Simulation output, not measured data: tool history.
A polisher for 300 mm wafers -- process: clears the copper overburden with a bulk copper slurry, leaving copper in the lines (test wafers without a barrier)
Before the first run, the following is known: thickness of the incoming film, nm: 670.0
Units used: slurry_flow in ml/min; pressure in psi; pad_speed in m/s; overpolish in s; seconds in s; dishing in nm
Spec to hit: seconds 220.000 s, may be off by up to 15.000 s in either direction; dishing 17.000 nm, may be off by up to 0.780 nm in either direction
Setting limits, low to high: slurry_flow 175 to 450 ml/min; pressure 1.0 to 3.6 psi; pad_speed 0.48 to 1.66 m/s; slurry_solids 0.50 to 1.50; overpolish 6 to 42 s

run,hour,slurry_flow,pressure,pad_speed,slurry_solids,overpolish,seconds,dishing
1,0.0,290,2.3,1.06,1.00,21,85.349,96.242
2,8.3,275,2.1,0.98,0.95,19,106.150,77.027
3,9.1,275,2.1,1.18,0.95,19,86.612,85.812
4,17.3,260,1.9,1.10,0.90,17,101.990,70.249
5,21.0,250,1.8,1.02,0.85,15,119.030,56.870
6,23.3,200,1.8,1.02,0.85,15,118.630,56.407
7,31.5,195,1.7,0.96,0.80,14,141.120,47.314
8,37.2,190,1.6,0.94,0.75,13,157.170,40.607
9,40.8,190,1.5,0.92,0.70,12,169.900,35.643
10,44.6,190,1.4,0.92,0.65,11,191.780,30.017
11,46.9,190,1.4,0.92,0.65,11,189.900,29.701
12,50.3,225,1.3,0.94,0.65,10,193.100,26.530
13,56.0,305,1.0,0.86,0.60,6,274.730,12.050
14,63.4,300,1.0,0.86,0.60,6,280.640,11.919
15,67.7,295,1.0,0.86,0.60,6,277.820,12.142
16,75.3,290,1.0,0.86,0.60,6,275.610,12.098
17,80.9,285,1.0,0.86,0.60,6,268.150,11.702
18,85.7,275,1.0,0.86,0.60,6,286.400,11.806

Which one of the following 4 next-run settings gets every result inside its allowed miss? There is exactly one.
A,90.5,280,1.4,0.80,0.55,7,?,?
B,90.5,300,1.4,0.76,0.65,6,?,?
C,90.5,295,1.3,0.80,0.65,6,?,?
D,90.5,305,1.1,1.04,0.55,6,?,?

move,seconds,dishing
A,223.810,17.373
B,219.480,15.314
C,224.450,14.962
D,216.910,15.366
A: meets every target
B: better than the last run, though not everything is in spec
C: better than the last run, though not everything is in spec
D: better than the last run, though not everything is in spec
So the answer is move A, the one that meets all the targets.

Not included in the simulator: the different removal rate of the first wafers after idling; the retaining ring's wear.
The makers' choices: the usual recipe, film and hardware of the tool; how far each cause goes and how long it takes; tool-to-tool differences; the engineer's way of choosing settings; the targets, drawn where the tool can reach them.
